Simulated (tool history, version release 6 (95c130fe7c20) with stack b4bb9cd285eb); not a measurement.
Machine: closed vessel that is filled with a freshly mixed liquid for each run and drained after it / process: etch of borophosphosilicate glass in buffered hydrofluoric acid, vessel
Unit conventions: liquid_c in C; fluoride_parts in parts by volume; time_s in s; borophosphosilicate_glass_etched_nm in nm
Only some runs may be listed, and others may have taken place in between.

run    day  liquid_c  fluoride_parts  time_s  borophosphosilicate_glass_etched_nm
  1      0        23               8      90                               132.02
  2  0.088        23               8     100                               147.26
  3  0.296        22               8     100                               141.94
  4  0.508        21               8     100                               131.35
  5  0.796        21               8     100                               131.77
  6  1.058      20.5               8     100                               128.83
  7  1.167        17               9     100                               92.466

For run 8, what comes out?
  8  1.208        17               9     100                                    ?

borophosphosilicate_glass_etched_nm: 91.678 nm

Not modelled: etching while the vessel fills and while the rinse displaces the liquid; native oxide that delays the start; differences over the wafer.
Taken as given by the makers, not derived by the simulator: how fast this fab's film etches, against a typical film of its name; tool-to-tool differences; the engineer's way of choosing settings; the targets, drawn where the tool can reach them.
